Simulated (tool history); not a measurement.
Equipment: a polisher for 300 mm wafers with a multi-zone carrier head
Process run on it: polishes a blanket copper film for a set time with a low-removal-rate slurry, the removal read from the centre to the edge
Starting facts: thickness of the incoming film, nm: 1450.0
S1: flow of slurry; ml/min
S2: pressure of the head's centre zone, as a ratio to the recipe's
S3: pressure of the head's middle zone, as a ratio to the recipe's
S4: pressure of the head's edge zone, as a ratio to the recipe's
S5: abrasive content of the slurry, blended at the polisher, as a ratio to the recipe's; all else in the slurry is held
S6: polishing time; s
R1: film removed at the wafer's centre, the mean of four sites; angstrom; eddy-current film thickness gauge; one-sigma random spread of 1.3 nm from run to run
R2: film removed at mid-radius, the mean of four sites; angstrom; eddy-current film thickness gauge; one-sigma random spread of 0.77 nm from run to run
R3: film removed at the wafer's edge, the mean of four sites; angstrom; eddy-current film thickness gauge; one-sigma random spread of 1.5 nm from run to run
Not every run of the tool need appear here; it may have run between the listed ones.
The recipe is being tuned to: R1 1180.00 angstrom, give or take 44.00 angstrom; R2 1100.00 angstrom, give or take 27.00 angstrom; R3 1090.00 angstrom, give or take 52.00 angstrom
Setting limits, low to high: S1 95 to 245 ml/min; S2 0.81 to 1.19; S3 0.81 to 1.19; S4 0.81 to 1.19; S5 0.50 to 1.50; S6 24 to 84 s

Run 1, day 0.000: S1 155 ml/min, S2 1.00, S3 1.00, S4 1.00, S5 1.00, S6 54 s. Result: R1 821.70 angstrom, R2 805.32 angstrom, R3 799.08 angstrom.
Run 2, day 0.042: S1 160 ml/min, S2 1.02, S3 1.01, S4 1.02, S5 1.10, S6 55 s. Result: R1 882.92 angstrom, R2 855.85 angstrom, R3 860.02 angstrom.
Run 3, day 0.158: S1 170 ml/min, S2 1.04, S3 1.03, S4 1.04, S5 1.15, S6 55 s. Result: R1 881.76 angstrom, R2 890.38 angstrom, R3 866.22 angstrom.
Run 4, day 0.350: S1 170 ml/min, S2 1.04, S3 1.03, S4 1.04, S5 1.00, S6 55 s. Result: R1 870.91 angstrom, R2 860.15 angstrom, R3 845.70 angstrom.
Run 5, day 0.533: S1 175 ml/min, S2 1.06, S3 1.03, S4 1.05, S5 1.10, S6 56 s. Result: R1 937.39 angstrom, R2 889.66 angstrom, R3 875.50 angstrom.
Run 6, day 0.862: S1 175 ml/min, S2 1.07, S3 1.04, S4 1.07, S5 1.15, S6 57 s. Result: R1 985.03 angstrom, R2 933.50 angstrom, R3 930.45 angstrom.
Run 7, day 0.933: S1 180 ml/min, S2 1.08, S3 1.05, S4 1.09, S5 1.20, S6 57 s. Result: R1 998.03 angstrom, R2 949.87 angstrom, R3 934.46 angstrom.
Run 8, day 0.954: S1 180 ml/min, S2 1.09, S3 1.05, S4 1.10, S5 1.25, S6 57 s. Result: R1 1013.10 angstrom, R2 956.09 angstrom, R3 958.93 angstrom.

4 candidate next runs follow, results not yet known. Just one meets every target within its allowed miss. Identify it.
Run A, day 0.975: S1 155 ml/min, S2 0.85, S3 1.13, S4 1.10, S5 1.45, S6 66 s. Result: R1 ?, R2 ?, R3 ?.
Run B, day 0.975: S1 165 ml/min, S2 0.85, S3 1.06, S4 1.15, S5 1.30, S6 66 s. Result: R1 ?, R2 ?, R3 ?.
Run C, day 0.975: S1 185 ml/min, S2 1.12, S3 1.07, S4 1.13, S5 1.30, S6 64 s. Result: R1 ?, R2 ?, R3 ?.
Run D, day 0.975: S1 190 ml/min, S2 0.95, S3 0.83, S4 1.19, S5 1.20, S6 60 s. Result: R1 ?, R2 ?, R3 ?.

move       R1       R2       R3
   A   924.48  1177.60  1123.80
   B   918.00  1105.90  1137.70
   C  1202.60  1101.60  1109.50
   D   944.35   827.40  1059.80
A: moves the result that the last run missed by most past its target, out the other side
B: meets the target for the result that was furthest off, but another lies outside its allowed miss
C: meets every target
D: further off than the last run
Correct choice: C, which meets every target
